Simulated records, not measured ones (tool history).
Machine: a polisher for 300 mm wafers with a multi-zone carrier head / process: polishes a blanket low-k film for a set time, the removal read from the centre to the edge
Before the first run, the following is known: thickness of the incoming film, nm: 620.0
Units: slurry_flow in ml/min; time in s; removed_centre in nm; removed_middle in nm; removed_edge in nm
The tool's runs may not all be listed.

run,hour,slurry_flow,centre_zone,middle_zone,edge_zone,slurry_solids,time,removed_centre,removed_middle,removed_edge
1,0.0,175,1.00,1.00,1.00,1.00,75,32.062,31.613,31.385
2,1.5,190,1.00,1.00,1.00,1.00,75,32.645,31.724,32.574
3,8.0,190,1.00,1.00,1.00,1.00,62,26.824,26.111,27.043
4,14.8,190,1.00,0.93,1.00,1.00,62,26.747,24.564,26.252
5,18.7,190,1.00,0.93,1.00,1.00,48,20.550,19.049,20.879
6,26.5,200,1.01,0.98,0.96,1.00,48,21.291,20.085,20.397
7,32.3,210,1.01,1.02,0.96,1.00,48,21.277,21.225,20.328
8,38.6,215,1.02,1.04,0.97,1.00,48,21.859,21.319,20.434
9,43.7,215,1.02,1.04,0.97,1.00,48,21.905,21.220,20.486
10,48.7,215,1.02,1.07,0.98,1.00,48,21.527,21.562,20.070

What does the tool deliver on the next run?
11,55.3,240,1.01,1.11,1.02,1.15,49,?,?,?

removed_centre: 23.345 nm
removed_middle: 24.954 nm
removed_edge: 23.113 nm
